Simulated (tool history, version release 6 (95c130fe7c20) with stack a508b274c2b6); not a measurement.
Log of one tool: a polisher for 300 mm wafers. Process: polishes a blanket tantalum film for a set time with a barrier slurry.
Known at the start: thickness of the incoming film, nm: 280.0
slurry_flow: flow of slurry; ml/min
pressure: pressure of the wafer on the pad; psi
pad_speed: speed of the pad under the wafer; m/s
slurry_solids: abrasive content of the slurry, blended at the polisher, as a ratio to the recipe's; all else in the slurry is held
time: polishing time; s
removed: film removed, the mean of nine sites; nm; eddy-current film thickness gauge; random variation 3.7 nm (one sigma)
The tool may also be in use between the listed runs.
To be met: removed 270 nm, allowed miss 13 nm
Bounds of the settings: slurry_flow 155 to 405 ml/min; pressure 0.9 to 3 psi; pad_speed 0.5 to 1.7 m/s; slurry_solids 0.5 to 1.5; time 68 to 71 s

Run 1, hour 0: slurry_flow 260 ml/min, pressure 1.9 psi, pad_speed 1.1 m/s, slurry_solids 1, time 68 s. Result: removed 125.93 nm.
Run 2, hour 3.4: slurry_flow 260 ml/min, pressure 1.9 psi, pad_speed 1.1 m/s, slurry_solids 1, time 71 s. Result: removed 125.85 nm.
Run 3, hour 4.1: slurry_flow 260 ml/min, pressure 2.2 psi, pad_speed 1.16 m/s, slurry_solids 1, time 71 s. Result: removed 161.35 nm.
Run 4, hour 12.1: slurry_flow 260 ml/min, pressure 1.9 psi, pad_speed 1.16 m/s, slurry_solids 1, time 71 s. Result: removed 139.64 nm.
Run 5, hour 17.9: slurry_flow 260 ml/min, pressure 2.2 psi, pad_speed 1.16 m/s, slurry_solids 1, time 71 s. Result: removed 157.58 nm.
Run 6, hour 22.1: slurry_flow 260 ml/min, pressure 2.2 psi, pad_speed 1.34 m/s, slurry_solids 1, time 71 s. Result: removed 181.76 nm.
Run 7, hour 22.8: slurry_flow 260 ml/min, pressure 2.4 psi, pad_speed 1.36 m/s, slurry_solids 1, time 71 s. Result: removed 203.32 nm.
Run 8, hour 27.9: slurry_flow 260 ml/min, pressure 2.4 psi, pad_speed 1.36 m/s, slurry_solids 1, time 71 s. Result: removed 200.04 nm.
Run 9, hour 36.4: slurry_flow 260 ml/min, pressure 2.6 psi, pad_speed 1.38 m/s, slurry_solids 1, time 71 s. Result: removed 223.35 nm.
Run 10, hour 42.7: slurry_flow 260 ml/min, pressure 2.7 psi, pad_speed 1.38 m/s, slurry_solids 1, time 71 s. Result: removed 227.59 nm.
Run 11, hour 45.1: slurry_flow 260 ml/min, pressure 2.8 psi, pad_speed 1.4 m/s, slurry_solids 1, time 71 s. Result: removed 233.68 nm.
Run 12, hour 50.9: slurry_flow 260 ml/min, pressure 2.9 psi, pad_speed 1.42 m/s, slurry_solids 1, time 71 s. Result: removed 249.97 nm.
Run 13, hour 52.8: slurry_flow 260 ml/min, pressure 2.9 psi, pad_speed 1.44 m/s, slurry_solids 1, time 71 s. Result: removed 250.66 nm.
Run 14, hour 54.8: slurry_flow 260 ml/min, pressure 2.9 psi, pad_speed 1.46 m/s, slurry_solids 1, time 71 s. Result: removed 253.24 nm.

Which of these 4 next moves meets every target?
Run A, hour 56.8: slurry_flow 275 ml/min, pressure 2.9 psi, pad_speed 1.34 m/s, slurry_solids 1.25, time 68 s. Result: removed ?.
Run B, hour 56.8: slurry_flow 240 ml/min, pressure 2.9 psi, pad_speed 1.32 m/s, slurry_solids 1.1, time 69 s. Result: removed ?.
Run C, hour 56.8: slurry_flow 180 ml/min, pressure 3 psi, pad_speed 1.44 m/s, slurry_solids 1.15, time 71 s. Result: removed ?.
Run D, hour 56.8: slurry_flow 155 ml/min, pressure 2.5 psi, pad_speed 1.64 m/s, slurry_solids 0.95, time 68 s. Result: removed ?.

move  removed
   A      241
   B   229.98
   C   263.17
   D   222.32
A: further off than the last run
B: further off than the last run
C: meets every target
D: further off than the last run
The right move is C.
